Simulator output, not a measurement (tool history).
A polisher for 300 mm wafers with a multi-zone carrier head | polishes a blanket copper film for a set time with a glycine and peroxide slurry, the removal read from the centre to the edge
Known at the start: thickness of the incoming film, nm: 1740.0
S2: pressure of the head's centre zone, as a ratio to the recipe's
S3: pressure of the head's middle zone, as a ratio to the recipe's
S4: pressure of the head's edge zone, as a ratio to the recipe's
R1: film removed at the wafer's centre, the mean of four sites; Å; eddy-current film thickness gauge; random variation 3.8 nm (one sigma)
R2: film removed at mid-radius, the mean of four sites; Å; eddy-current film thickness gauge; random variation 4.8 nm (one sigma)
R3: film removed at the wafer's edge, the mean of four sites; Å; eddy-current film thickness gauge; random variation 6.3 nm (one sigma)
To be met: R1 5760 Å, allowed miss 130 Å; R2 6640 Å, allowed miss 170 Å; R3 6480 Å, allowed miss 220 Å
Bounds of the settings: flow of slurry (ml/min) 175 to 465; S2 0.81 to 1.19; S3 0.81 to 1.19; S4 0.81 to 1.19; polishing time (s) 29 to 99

run 1 day=0 | flow_of_slurry_(ml/min)=295 S2=1 S3=1 S4=1 polishing_time_(s)=64 | R1=4255 R2=4301.4 R3=4358.4
run 2 day=0.204 | flow_of_slurry_(ml/min)=300 S2=1 S3=1.03 S4=1.04 polishing_time_(s)=69 | R1=4666.7 R2=4752 R3=4772.6
run 3 day=0.358 | flow_of_slurry_(ml/min)=300 S2=1 S3=1.03 S4=1.11 polishing_time_(s)=69 | R1=4679.1 R2=4679.1 R3=4909.9
run 4 day=0.642 | flow_of_slurry_(ml/min)=300 S2=1 S3=1.03 S4=1.16 polishing_time_(s)=69 | R1=4670.9 R2=4739.4 R3=5015.3
run 5 day=0.725 | flow_of_slurry_(ml/min)=305 S2=0.99 S3=1.06 S4=1.17 polishing_time_(s)=73 | R1=4902.3 R2=5158 R3=5418
run 6 day=1.067 | flow_of_slurry_(ml/min)=355 S2=0.99 S3=1.06 S4=1.17 polishing_time_(s)=73 | R1=4935.8 R2=5260.2 R3=5477.1
run 7 day=1.379 | flow_of_slurry_(ml/min)=365 S2=0.99 S3=1.08 S4=1.18 polishing_time_(s)=75 | R1=5118.8 R2=5389.2 R3=5638.6
run 8 day=1.521 | flow_of_slurry_(ml/min)=365 S2=0.99 S3=1.08 S4=1.18 polishing_time_(s)=75 | R1=5105.3 R2=5461.9 R3=5639.1

5 next moves are on the table. One of them brings every result within its allowed miss. Which?
run A day=1.662 | flow_of_slurry_(ml/min)=375 S2=1.03 S3=1.14 S4=1.16 polishing_time_(s)=87 | R1=? R2=? R3=?
run B day=1.662 | flow_of_slurry_(ml/min)=365 S2=0.86 S3=1.08 S4=1.19 polishing_time_(s)=92 | R1=? R2=? R3=?
run C day=1.662 | flow_of_slurry_(ml/min)=360 S2=0.92 S3=1.17 S4=1.19 polishing_time_(s)=86 | R1=? R2=? R3=?
run D day=1.662 | flow_of_slurry_(ml/min)=370 S2=1.02 S3=1.13 S4=1.15 polishing_time_(s)=82 | R1=? R2=? R3=?
run E day=1.662 | flow_of_slurry_(ml/min)=395 S2=0.95 S3=1.13 S4=1.13 polishing_time_(s)=87 | R1=? R2=? R3=?

move=A R1=6143.3 R2=6601.6 R3=6555
move=B R1=5426.6 R2=6656 R3=7018.9
move=C R1=5416.5 R2=6655.4 R3=6547.6
move=D R1=5727.9 R2=6169.1 R3=6146.5
move=E R1=5698.1 R2=6580.6 R3=6487.7
A: brings the result that was furthest off to its target, and leaves another outside
B: brings the result that was furthest off to its target, and leaves another outside
C: brings the result that was furthest off to its target, and leaves another outside
D: nearer than the last run, and not there yet
E: meets every target
Answer: E
